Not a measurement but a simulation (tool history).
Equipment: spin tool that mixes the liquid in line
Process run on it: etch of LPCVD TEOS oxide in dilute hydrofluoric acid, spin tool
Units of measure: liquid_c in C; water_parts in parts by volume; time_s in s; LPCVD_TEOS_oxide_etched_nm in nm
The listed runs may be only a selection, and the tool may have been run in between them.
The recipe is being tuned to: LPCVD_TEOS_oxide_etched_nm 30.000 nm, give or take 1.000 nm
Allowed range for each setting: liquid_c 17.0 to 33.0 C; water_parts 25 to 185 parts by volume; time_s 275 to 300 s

run	day	liquid_c	water_parts	time_s	LPCVD_TEOS_oxide_etched_nm
1	0.000	25.0	105	275	60.177
2	0.179	23.5	110	275	52.961
3	0.354	23.5	110	275	53.187
4	0.675	23.5	145	275	38.581
5	0.912	23.5	120	275	48.419
6	1.008	23.5	145	275	39.206
7	1.050	22.5	145	275	36.721
8	1.158	22.0	145	275	36.817
9	1.200	21.0	145	275	34.943
10	1.308	20.5	145	275	34.562
11	1.462	20.0	145	275	33.827

Pick the move, out of 4, that brings all results within their allowed miss; only one does.
A	1.617	19.0	150	285	?
B	1.617	20.5	175	300	?
C	1.617	20.5	150	275	?
D	1.617	19.0	145	275	?

move	LPCVD_TEOS_oxide_etched_nm
A	33.155
B	30.946
C	33.964
D	33.264
A: better than the last run, though not everything is in spec
B: every result lands within tolerance
C: as far off as the last run
D: better than the last run, though not everything is in spec
The move that meets every target is B.

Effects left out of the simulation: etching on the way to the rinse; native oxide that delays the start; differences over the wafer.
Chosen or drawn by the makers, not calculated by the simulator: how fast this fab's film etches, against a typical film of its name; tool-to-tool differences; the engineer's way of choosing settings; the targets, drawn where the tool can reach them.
